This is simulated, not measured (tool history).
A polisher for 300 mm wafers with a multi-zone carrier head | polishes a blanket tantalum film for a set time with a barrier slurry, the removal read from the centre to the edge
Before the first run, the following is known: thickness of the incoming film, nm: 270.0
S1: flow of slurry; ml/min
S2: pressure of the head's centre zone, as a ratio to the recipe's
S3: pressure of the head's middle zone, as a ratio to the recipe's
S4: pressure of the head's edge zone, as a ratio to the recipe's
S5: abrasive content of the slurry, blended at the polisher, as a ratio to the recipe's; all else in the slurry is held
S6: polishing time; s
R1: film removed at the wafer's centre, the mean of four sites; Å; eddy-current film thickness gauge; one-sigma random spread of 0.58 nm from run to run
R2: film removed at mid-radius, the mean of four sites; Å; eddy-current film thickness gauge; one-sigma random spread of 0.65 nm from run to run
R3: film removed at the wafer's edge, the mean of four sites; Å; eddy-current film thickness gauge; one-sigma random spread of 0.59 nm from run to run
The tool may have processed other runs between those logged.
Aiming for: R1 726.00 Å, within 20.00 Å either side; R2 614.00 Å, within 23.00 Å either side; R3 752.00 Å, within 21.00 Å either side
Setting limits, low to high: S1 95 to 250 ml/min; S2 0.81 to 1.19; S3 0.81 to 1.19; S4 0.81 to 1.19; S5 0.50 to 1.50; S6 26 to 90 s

run,day,S1,S2,S3,S4,S5,S6,R1,R2,R3
1,0.000,160,1.00,1.00,1.00,1.00,58,1017.60,1040.20,1042.30
2,0.300,160,1.00,1.00,1.06,1.00,58,1011.40,1028.00,1072.10
3,0.483,160,0.96,1.00,1.06,1.00,58,997.98,1020.90,1087.80
4,0.525,135,0.96,1.00,1.06,1.00,58,937.01,994.76,1047.10
5,0.821,135,0.96,1.00,1.06,1.00,64,1050.20,1094.80,1157.40
6,1.104,135,0.96,0.92,1.06,1.00,64,1025.90,1002.60,1164.00
7,1.417,130,0.99,0.88,1.04,0.85,59,951.82,880.93,1024.80
8,1.458,130,1.00,0.86,1.05,0.75,54,861.40,758.36,933.14
9,1.829,125,1.00,0.85,1.02,0.65,52,781.95,724.28,844.97
10,2.017,120,1.02,0.84,1.02,0.60,50,757.44,660.78,795.30
11,2.058,115,1.02,0.83,1.01,0.60,50,738.79,631.91,788.75
12,2.167,110,1.03,0.84,1.00,0.60,50,723.06,629.84,766.00
13,2.308,110,1.04,0.84,1.00,0.60,50,747.85,640.35,764.79

Exercise: of the 4 proposed moves below, exactly one satisfies all targets within the stated allowed misses. Which move is it?
A,2.450,110,1.05,0.91,0.93,0.60,50,?,?,?
B,2.450,95,1.10,0.81,1.01,0.75,51,?,?,?
C,2.450,115,1.02,0.85,1.03,0.60,50,?,?,?
D,2.450,135,1.05,0.83,1.03,0.65,45,?,?,?

move,R1,R2,R3
A,759.42,675.78,751.11
B,789.45,618.50,798.75
C,752.09,647.29,793.65
D,737.54,603.87,745.66
A: further off than the last run
B: gets the furthest-off result to its target, but another result is out of tolerance
C: further off than the last run
D: all results in spec
Correct choice: D, which meets every target
